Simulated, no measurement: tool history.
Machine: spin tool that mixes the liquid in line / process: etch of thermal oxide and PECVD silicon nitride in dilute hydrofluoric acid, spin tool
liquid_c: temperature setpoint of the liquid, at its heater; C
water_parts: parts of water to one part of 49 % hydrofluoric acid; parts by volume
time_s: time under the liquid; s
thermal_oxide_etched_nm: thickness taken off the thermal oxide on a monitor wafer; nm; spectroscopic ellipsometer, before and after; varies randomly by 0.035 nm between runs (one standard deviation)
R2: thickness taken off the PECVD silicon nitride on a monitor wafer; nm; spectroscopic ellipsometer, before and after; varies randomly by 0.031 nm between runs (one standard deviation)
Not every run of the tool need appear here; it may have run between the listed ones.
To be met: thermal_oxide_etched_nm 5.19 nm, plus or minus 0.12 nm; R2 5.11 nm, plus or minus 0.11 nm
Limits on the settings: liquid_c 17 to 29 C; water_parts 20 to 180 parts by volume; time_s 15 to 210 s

Run 1, hour 0: liquid_c 21 C, water_parts 100 parts by volume, time_s 105 s. Result: thermal_oxide_etched_nm 4.5266 nm, R2 4.6333 nm.
Run 2, hour 4.2: liquid_c 23 C, water_parts 100 parts by volume, time_s 105 s. Result: thermal_oxide_etched_nm 4.9267 nm, R2 5.3213 nm.
Run 3, hour 7.4: liquid_c 23 C, water_parts 85 parts by volume, time_s 105 s. Result: thermal_oxide_etched_nm 5.8766 nm, R2 6.275 nm.
Run 4, hour 11.9: liquid_c 22.5 C, water_parts 85 parts by volume, time_s 105 s. Result: thermal_oxide_etched_nm 5.793 nm, R2 6.0245 nm.
Run 5, hour 12.9: liquid_c 22.5 C, water_parts 85 parts by volume, time_s 145 s. Result: thermal_oxide_etched_nm 8.0127 nm, R2 8.3944 nm.
Run 6, hour 17.9: liquid_c 22.5 C, water_parts 120 parts by volume, time_s 145 s. Result: thermal_oxide_etched_nm 5.3482 nm, R2 5.9322 nm.
Run 7, hour 18.8: liquid_c 22 C, water_parts 120 parts by volume, time_s 145 s. Result: thermal_oxide_etched_nm 5.2823 nm, R2 5.6708 nm.
Run 8, hour 25.3: liquid_c 21.5 C, water_parts 120 parts by volume, time_s 145 s. Result: thermal_oxide_etched_nm 5.2357 nm, R2 5.5156 nm.
Run 9, hour 32.6: liquid_c 20.5 C, water_parts 115 parts by volume, time_s 145 s. Result: thermal_oxide_etched_nm 5.2279 nm, R2 5.437 nm.
Run 10, hour 38.9: liquid_c 19.5 C, water_parts 110 parts by volume, time_s 145 s. Result: thermal_oxide_etched_nm 5.3196 nm, R2 5.2566 nm.

Consider the 4 candidate settings below. Which is the only one whose results all fall within their allowed miss of target?
Run A, hour 45.2: liquid_c 19 C, water_parts 110 parts by volume, time_s 145 s. Result: thermal_oxide_etched_nm ?, R2 ?.
Run B, hour 45.2: liquid_c 17.5 C, water_parts 105 parts by volume, time_s 155 s. Result: thermal_oxide_etched_nm ?, R2 ?.
Run C, hour 45.2: liquid_c 20 C, water_parts 110 parts by volume, time_s 145 s. Result: thermal_oxide_etched_nm ?, R2 ?.
Run D, hour 45.2: liquid_c 19 C, water_parts 110 parts by volume, time_s 155 s. Result: thermal_oxide_etched_nm ?, R2 ?.

move  thermal_oxide_etched_nm      R2
   A                   5.2109  5.1179
   B                   5.5122  5.1619
   C                    5.429  5.4785
   D                   5.5703  5.4708
A: hits every target within its allowed miss
B: gets the furthest-off result to its target, but another result is out of tolerance
C: moves away from the targets compared with the last run
D: moves away from the targets compared with the last run
Move A is the one to make.
